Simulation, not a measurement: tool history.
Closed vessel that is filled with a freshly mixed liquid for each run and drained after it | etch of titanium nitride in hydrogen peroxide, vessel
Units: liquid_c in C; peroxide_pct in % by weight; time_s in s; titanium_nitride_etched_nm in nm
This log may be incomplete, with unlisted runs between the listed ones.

run,hour,liquid_c,peroxide_pct,time_s,titanium_nitride_etched_nm
1,0,42,23.5,215,5.3841
2,4.9,40,23.5,215,4.6171
3,9.3,38.5,23.5,215,4.1142
4,18.5,38.5,23.5,155,2.9728
5,25.8,38.5,23.5,215,4.1191
6,27.2,37.5,23.5,215,3.798
7,36.1,37,23.5,215,3.6592
8,44.7,36.5,23.5,215,3.5111
9,47.9,36,23.5,215,3.3796

Expected results for the next run?
10,51.2,35.5,23.5,215,?

titanium_nitride_etched_nm: 3.2438 nm

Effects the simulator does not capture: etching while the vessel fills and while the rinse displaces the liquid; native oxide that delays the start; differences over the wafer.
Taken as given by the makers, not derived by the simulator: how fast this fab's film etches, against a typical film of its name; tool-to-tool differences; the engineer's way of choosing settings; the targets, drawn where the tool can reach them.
